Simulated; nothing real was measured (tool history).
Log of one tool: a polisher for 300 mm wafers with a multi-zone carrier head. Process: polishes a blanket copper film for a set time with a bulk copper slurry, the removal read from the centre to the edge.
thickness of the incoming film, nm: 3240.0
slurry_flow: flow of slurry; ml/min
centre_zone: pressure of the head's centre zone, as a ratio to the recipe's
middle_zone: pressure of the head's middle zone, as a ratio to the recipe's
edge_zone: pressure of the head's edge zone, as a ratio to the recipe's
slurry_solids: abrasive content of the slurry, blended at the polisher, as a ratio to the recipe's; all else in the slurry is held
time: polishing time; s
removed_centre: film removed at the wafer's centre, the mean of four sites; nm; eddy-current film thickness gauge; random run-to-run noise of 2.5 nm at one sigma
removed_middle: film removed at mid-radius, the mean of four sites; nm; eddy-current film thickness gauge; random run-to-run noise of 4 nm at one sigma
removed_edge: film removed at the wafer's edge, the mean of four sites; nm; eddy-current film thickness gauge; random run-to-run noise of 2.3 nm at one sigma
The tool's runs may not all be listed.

| run | hour | slurry_flow | centre_zone | middle_zone | edge_zone | slurry_solids | time | removed_centre | removed_middle | removed_edge |
|---|---|---|---|---|---|---|---|---|---|---|
| 1 | 0.0 | 295 | 1.00 | 1.00 | 1.00 | 1.00 | 66 | 523.19 | 522.98 | 475.70 |
| 2 | 8.2 | 280 | 0.94 | 1.01 | 0.97 | 0.85 | 56 | 400.33 | 426.19 | 382.42 |
| 3 | 13.2 | 265 | 0.90 | 1.03 | 0.95 | 0.75 | 50 | 324.86 | 368.20 | 333.50 |
| 4 | 17.0 | 265 | 0.90 | 1.03 | 0.95 | 0.75 | 60 | 403.46 | 440.34 | 402.39 |
| 5 | 25.6 | 265 | 0.90 | 1.07 | 0.95 | 0.75 | 60 | 397.22 | 453.15 | 398.36 |
| 6 | 26.6 | 265 | 0.88 | 1.09 | 0.92 | 0.65 | 53 | 334.00 | 401.34 | 336.34 |

What will run 7 give?
| 7 | 34.1 | 265 | 0.88 | 1.09 | 0.92 | 0.65 | 53 | ? | ? | ? |

removed_centre: 323.80 nm
removed_middle: 396.26 nm
removed_edge: 337.93 nm
